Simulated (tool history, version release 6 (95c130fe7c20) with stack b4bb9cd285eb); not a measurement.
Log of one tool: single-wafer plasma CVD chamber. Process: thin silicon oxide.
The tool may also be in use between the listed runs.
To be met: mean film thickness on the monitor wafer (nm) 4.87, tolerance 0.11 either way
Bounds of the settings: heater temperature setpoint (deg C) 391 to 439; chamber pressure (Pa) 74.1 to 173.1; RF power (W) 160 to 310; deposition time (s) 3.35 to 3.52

run,hour,heater temperature setpoint (deg C),chamber pressure (Pa),RF power (W),deposition time (s),mean film thickness on the monitor wafer (nm)
1,0,415,123.6,235,3.52,7.1966
2,6.7,415,136.5,235,3.52,7.8678
3,11.5,415,130.1,230,3.51,7.4633
4,18.5,415,124.4,225,3.5,7.0631
5,26.5,415,124.4,200,3.5,6.6768
6,27.8,415,119.6,200,3.5,6.4748
7,30.4,415,115.3,200,3.5,6.2213
8,31.1,415,112,200,3.5,6.0662
9,37.5,415,109.1,200,3.5,5.8745
10,38.6,415,84.4,195,3.49,4.216
11,47.2,415,85.7,195,3.49,4.287
12,48.7,415,86.8,195,3.49,4.3802
13,53.9,415,87.7,195,3.49,4.4383
14,58.1,415,88.5,195,3.49,4.5003
15,61.6,415,89.2,195,3.49,4.5291
16,70,415,89.9,195,3.49,4.5975
17,73.2,415,90.4,195,3.49,4.6184

Next run, 5 choices. One meets every target within its allowed miss, the rest don't. Which?
A,76.4,417,88.1,215,3.47,?
B,76.4,426,88.4,210,3.35,?
C,76.4,407,82.9,210,3.5,?
D,76.4,423,89.1,195,3.39,?
E,76.4,418,91.9,205,3.52,?

move,mean film thickness on the monitor wafer (nm)
A,4.6473
B,4.4373
C,4.3068
D,4.3931
E,4.8721
A: better than the last run, though not everything is in spec
B: moves away from the targets compared with the last run
C: moves away from the targets compared with the last run
D: moves away from the targets compared with the last run
E: all results land within tolerance of their targets
Correct choice: E, which meets every target
